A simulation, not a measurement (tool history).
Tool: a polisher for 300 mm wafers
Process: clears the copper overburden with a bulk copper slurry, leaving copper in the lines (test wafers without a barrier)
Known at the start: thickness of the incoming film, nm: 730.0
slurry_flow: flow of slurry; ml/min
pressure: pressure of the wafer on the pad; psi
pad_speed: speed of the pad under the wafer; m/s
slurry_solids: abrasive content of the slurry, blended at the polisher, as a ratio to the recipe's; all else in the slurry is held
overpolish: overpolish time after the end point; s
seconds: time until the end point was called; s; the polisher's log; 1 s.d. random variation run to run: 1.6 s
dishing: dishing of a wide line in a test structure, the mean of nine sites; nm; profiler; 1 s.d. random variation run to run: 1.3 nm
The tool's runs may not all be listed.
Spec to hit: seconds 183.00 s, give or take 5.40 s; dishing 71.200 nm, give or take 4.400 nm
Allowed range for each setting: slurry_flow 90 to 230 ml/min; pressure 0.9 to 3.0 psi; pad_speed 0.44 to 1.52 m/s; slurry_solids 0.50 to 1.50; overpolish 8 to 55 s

| run | day | slurry_flow | pressure | pad_speed | slurry_solids | overpolish | seconds | dishing |
|---|---|---|---|---|---|---|---|---|
| 1 | 0.000 | 150 | 1.9 | 0.98 | 1.00 | 28 | 103.01 | 77.891 |
| 2 | 0.133 | 145 | 1.6 | 0.98 | 1.00 | 33 | 122.81 | 74.132 |
| 3 | 0.429 | 145 | 1.6 | 1.20 | 1.00 | 33 | 102.27 | 81.481 |
| 4 | 0.512 | 135 | 1.4 | 1.14 | 1.00 | 38 | 120.18 | 78.603 |
| 5 | 0.571 | 135 | 1.4 | 1.14 | 0.90 | 38 | 127.14 | 75.255 |
| 6 | 0.892 | 130 | 1.2 | 1.12 | 0.90 | 42 | 150.26 | 71.218 |
| 7 | 1.229 | 125 | 1.1 | 1.12 | 0.90 | 45 | 165.70 | 68.249 |
| 8 | 1.592 | 120 | 1.1 | 1.12 | 0.90 | 48 | 166.70 | 69.000 |
| 9 | 1.738 | 120 | 0.9 | 1.10 | 0.90 | 55 | 205.29 | 65.931 |
| 10 | 1.929 | 130 | 0.9 | 1.10 | 0.90 | 55 | 200.51 | 65.564 |
| 11 | 2.204 | 130 | 0.9 | 1.10 | 0.90 | 55 | 196.61 | 64.808 |

Below are 4 possible settings for the next run. Only one of them brings all results inside the allowed miss of their targets. Which is it?
| A | 2.479 | 90 | 1.4 | 0.96 | 0.85 | 55 | ? | ? |
| B | 2.479 | 135 | 1.0 | 1.18 | 0.85 | 52 | ? | ? |
| C | 2.479 | 175 | 0.9 | 1.26 | 0.85 | 33 | ? | ? |
| D | 2.479 | 135 | 1.0 | 1.08 | 0.95 | 55 | ? | ? |

| move | seconds | dishing |
|---|---|---|
| A | 168.89 | 78.446 |
| B | 170.55 | 70.697 |
| C | 168.38 | 58.621 |
| D | 180.42 | 70.693 |
A: pushes the last run's worst result past its target
B: pushes the last run's worst result past its target
C: pushes the last run's worst result past its target
D: each result inside its tolerance
The right move is D.

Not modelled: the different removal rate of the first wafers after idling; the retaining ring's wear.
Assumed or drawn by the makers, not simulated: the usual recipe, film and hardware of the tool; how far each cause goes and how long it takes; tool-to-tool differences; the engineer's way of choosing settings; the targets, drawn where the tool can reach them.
